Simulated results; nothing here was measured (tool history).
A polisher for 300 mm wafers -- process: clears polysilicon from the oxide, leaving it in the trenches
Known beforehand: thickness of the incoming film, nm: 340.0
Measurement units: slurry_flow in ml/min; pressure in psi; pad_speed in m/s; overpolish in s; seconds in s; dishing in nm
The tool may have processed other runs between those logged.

{"run": 1, "hour": 0.0, "slurry_flow": 155, "pressure": 1.9, "pad_speed": 0.86, "overpolish": 28, "seconds": 49.873, "dishing": 56.442}
{"run": 2, "hour": 4.1, "slurry_flow": 140, "pressure": 1.9, "pad_speed": 0.86, "overpolish": 28, "seconds": 49.758, "dishing": 54.173}
{"run": 3, "hour": 12.3, "slurry_flow": 125, "pressure": 1.6, "pad_speed": 0.8, "overpolish": 21, "seconds": 66.928, "dishing": 49.54}
{"run": 4, "hour": 15.9, "slurry_flow": 140, "pressure": 1.6, "pad_speed": 0.8, "overpolish": 21, "seconds": 63.857, "dishing": 49.538}
{"run": 5, "hour": 17.4, "slurry_flow": 140, "pressure": 1.6, "pad_speed": 1, "overpolish": 21, "seconds": 52.334, "dishing": 52.3}
{"run": 6, "hour": 23.6, "slurry_flow": 140, "pressure": 1.6, "pad_speed": 1, "overpolish": 29, "seconds": 51.595, "dishing": 56.374}
{"run": 7, "hour": 29.9, "slurry_flow": 140, "pressure": 1, "pad_speed": 0.76, "overpolish": 15, "seconds": 103.89, "dishing": 33.115}
{"run": 8, "hour": 36.8, "slurry_flow": 175, "pressure": 1, "pad_speed": 0.76, "overpolish": 13, "seconds": 100.75, "dishing": 29.386}

Forecast run 9:
{"run": 9, "hour": 45.2, "slurry_flow": 185, "pressure": 1, "pad_speed": 0.76, "overpolish": 12, "seconds": "?", "dishing": "?"}

For run 9 the tool returned seconds 100.18 s, dishing 28.643 nm.

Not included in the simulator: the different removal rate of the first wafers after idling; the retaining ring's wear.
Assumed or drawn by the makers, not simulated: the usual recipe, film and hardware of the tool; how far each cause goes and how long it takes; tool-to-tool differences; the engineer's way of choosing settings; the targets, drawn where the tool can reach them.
